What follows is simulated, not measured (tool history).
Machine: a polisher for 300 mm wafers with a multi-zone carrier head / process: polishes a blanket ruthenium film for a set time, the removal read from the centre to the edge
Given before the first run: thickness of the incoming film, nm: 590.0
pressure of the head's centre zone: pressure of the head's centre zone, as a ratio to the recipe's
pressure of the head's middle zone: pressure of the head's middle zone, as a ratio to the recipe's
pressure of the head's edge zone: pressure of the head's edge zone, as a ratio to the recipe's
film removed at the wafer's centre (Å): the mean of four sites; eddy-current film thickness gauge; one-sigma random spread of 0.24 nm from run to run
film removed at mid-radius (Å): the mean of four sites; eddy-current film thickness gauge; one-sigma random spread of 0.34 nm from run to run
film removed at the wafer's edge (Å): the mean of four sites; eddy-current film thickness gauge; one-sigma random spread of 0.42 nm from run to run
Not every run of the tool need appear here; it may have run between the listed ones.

run,hour,flow of slurry (ml/min),pressure of the head's centre zone,pressure of the head's middle zone,pressure of the head's edge zone,polishing time (s),film removed at the wafer's centre (Å),film removed at mid-radius (Å),film removed at the wafer's edge (Å)
1,0.0,245,1.00,1.00,1.00,46,361.56,349.02,369.02
2,1.3,240,0.95,1.00,0.96,44,330.83,346.32,339.92
3,4.0,240,0.88,1.00,0.96,44,308.98,343.52,345.93
4,10.6,240,0.88,0.95,0.96,44,311.93,329.74,341.53
5,16.1,240,0.88,0.95,1.04,44,309.07,329.64,343.91
6,24.4,240,0.88,0.95,1.10,44,307.28,332.74,356.36

What will run 7 give?
7,33.3,235,0.87,0.95,1.05,42,?,?,?

film removed at the wafer's centre (Å): 289.77
film removed at mid-radius (Å): 312.37
film removed at the wafer's edge (Å): 341.99
